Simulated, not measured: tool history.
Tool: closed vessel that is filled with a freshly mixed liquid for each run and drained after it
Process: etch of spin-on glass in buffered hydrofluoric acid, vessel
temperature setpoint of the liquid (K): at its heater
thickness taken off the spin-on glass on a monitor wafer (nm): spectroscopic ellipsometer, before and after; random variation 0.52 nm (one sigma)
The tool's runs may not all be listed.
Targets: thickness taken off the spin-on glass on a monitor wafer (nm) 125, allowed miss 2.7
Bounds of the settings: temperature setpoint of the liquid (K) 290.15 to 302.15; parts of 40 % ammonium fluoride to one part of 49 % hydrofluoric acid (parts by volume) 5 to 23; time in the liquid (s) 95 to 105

run  hour  temperature setpoint of the liquid (K)  parts of 40 % ammonium fluoride to one part of 49 % hydrofluoric acid (parts by volume)  time in the liquid (s)  thickness taken off the spin-on glass on a monitor wafer (nm)
  1     0                                  294.15                                                                                       14                      95                                                            185
  2   9.1                                  293.65                                                                                     14.5                      95                                                         173.41
  3  13.7                                  293.15                                                                                     14.5                      95                                                         170.16
  4  14.5                                  295.15                                                                                     14.5                      95                                                         187.16
  5  21.6                                  294.65                                                                                     14.5                      95                                                         183.69
  6  30.1                                  291.15                                                                                     14.5                      95                                                         150.06
  7  33.2                                  290.65                                                                                     15.5                      95                                                         137.29
  8  34.1                                  290.15                                                                                       16                      95                                                         129.28

5 next moves are on the table. One of them brings every result within its allowed miss. Which?
  A    35                                  290.15                                                                                     16.5                     100                                                              ?
  B    35                                  290.15                                                                                     17.5                      95                                                              ?
  C    35                                  290.65                                                                                       17                     100                                                              ?
  D    35                                  292.15                                                                                     17.5                      95                                                              ?
  E    35                                  290.65                                                                                       17                      95                                                              ?

move  thickness taken off the spin-on glass on a monitor wafer (nm)
   A                                                         132.69
   B                                                         118.95
   C                                                         132.58
   D                                                         133.27
   E                                                         125.95
A: further off than the last run
B: takes the result that was furthest off past its target
C: further off than the last run
D: further off than the last run
E: meets every target
Move E is the one to make.
